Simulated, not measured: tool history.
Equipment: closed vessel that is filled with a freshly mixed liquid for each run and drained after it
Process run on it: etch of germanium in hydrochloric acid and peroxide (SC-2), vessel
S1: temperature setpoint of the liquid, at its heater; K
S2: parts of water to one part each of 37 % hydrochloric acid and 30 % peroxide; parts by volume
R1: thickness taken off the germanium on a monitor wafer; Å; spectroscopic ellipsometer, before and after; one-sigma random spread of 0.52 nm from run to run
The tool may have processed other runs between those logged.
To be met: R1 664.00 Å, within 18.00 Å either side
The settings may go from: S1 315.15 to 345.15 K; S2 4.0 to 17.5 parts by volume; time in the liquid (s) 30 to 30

run 1 hour=0.0 | S1=331.15 S2=9.5 time_in_the_liquid_(s)=30 | R1=872.66
run 2 hour=8.0 | S1=330.15 S2=9.5 time_in_the_liquid_(s)=30 | R1=836.53
run 3 hour=10.7 | S1=329.15 S2=9.5 time_in_the_liquid_(s)=30 | R1=820.86
run 4 hour=16.6 | S1=328.15 S2=9.5 time_in_the_liquid_(s)=30 | R1=801.45
run 5 hour=17.9 | S1=328.15 S2=13.0 time_in_the_liquid_(s)=30 | R1=773.89
run 6 hour=24.4 | S1=327.65 S2=13.0 time_in_the_liquid_(s)=30 | R1=751.45
run 7 hour=33.7 | S1=327.15 S2=13.0 time_in_the_liquid_(s)=30 | R1=756.61
run 8 hour=40.0 | S1=326.65 S2=13.0 time_in_the_liquid_(s)=30 | R1=745.86
run 9 hour=48.3 | S1=326.15 S2=13.0 time_in_the_liquid_(s)=30 | R1=725.22
run 10 hour=49.6 | S1=325.65 S2=13.0 time_in_the_liquid_(s)=30 | R1=718.34
run 11 hour=53.5 | S1=325.15 S2=13.0 time_in_the_liquid_(s)=30 | R1=706.82
run 12 hour=60.5 | S1=324.65 S2=13.0 time_in_the_liquid_(s)=30 | R1=688.83

Which of these 4 next moves meets every target?
run A hour=67.5 | S1=324.65 S2=11.5 time_in_the_liquid_(s)=30 | R1=?
run B hour=67.5 | S1=323.65 S2=14.5 time_in_the_liquid_(s)=30 | R1=?
run C hour=67.5 | S1=325.65 S2=12.0 time_in_the_liquid_(s)=30 | R1=?
run D hour=67.5 | S1=325.65 S2=13.0 time_in_the_liquid_(s)=30 | R1=?

move=A R1=700.94
move=B R1=659.35
move=C R1=719.21
move=D R1=711.86
A: misses by more than the last run did
B: each result inside its tolerance
C: misses by more than the last run did
D: misses by more than the last run did
B meets every target.
